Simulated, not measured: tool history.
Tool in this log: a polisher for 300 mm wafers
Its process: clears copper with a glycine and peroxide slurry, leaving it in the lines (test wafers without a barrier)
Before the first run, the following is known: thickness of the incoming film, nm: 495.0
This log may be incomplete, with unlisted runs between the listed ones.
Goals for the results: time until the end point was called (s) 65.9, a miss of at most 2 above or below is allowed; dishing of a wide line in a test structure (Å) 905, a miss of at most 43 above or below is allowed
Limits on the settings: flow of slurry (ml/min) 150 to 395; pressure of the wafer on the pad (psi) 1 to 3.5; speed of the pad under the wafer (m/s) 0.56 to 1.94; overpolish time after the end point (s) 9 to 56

| run | day | flow of slurry (ml/min) | pressure of the wafer on the pad (psi) | speed of the pad under the wafer (m/s) | overpolish time after the end point (s) | time until the end point was called (s) | dishing of a wide line in a test structure (Å) |
|---|---|---|---|---|---|---|---|
| 1 | 0 | 250 | 2.2 | 1.24 | 29 | 93.303 | 782.14 |
| 2 | 0.267 | 250 | 2.2 | 1.24 | 40 | 94.009 | 925.38 |
| 3 | 0.438 | 250 | 2.2 | 1.08 | 40 | 101.67 | 884.94 |
| 4 | 0.7 | 255 | 2.5 | 1.1 | 34 | 89.276 | 873.7 |
| 5 | 0.954 | 210 | 2.5 | 1.1 | 34 | 93.899 | 846.84 |
| 6 | 1.096 | 175 | 2.5 | 1.1 | 34 | 98.919 | 838.97 |
| 7 | 1.383 | 230 | 2.7 | 1.1 | 31 | 85.82 | 867.31 |
| 8 | 1.6 | 300 | 3.1 | 1.12 | 23 | 74.651 | 805.98 |
| 9 | 1.742 | 300 | 3.2 | 1.12 | 24 | 72.102 | 857.35 |
| 10 | 2.088 | 305 | 3.3 | 1.12 | 24 | 69.207 | 858.29 |

Of the 4 settings listed for the next run, only one would bring every result within its allowed miss of target. Which one?
| A | 2.433 | 370 | 3.3 | 1.02 | 24 | ? | ? |
| B | 2.433 | 305 | 3.1 | 1.3 | 25 | ? | ? |
| C | 2.433 | 300 | 2.7 | 1.32 | 29 | ? | ? |
| D | 2.433 | 275 | 2.9 | 1.22 | 24 | ? | ? |

| move | time until the end point was called (s) | dishing of a wide line in a test structure (Å) |
|---|---|---|
| A | 73.285 | 859.18 |
| B | 66.376 | 920.48 |
| C | 74.107 | 922.67 |
| D | 74.71 | 832.17 |
A: the biggest miss grows against the last run
B: each result inside its tolerance
C: the biggest miss grows against the last run
D: the biggest miss grows against the last run
The move that meets every target is B.

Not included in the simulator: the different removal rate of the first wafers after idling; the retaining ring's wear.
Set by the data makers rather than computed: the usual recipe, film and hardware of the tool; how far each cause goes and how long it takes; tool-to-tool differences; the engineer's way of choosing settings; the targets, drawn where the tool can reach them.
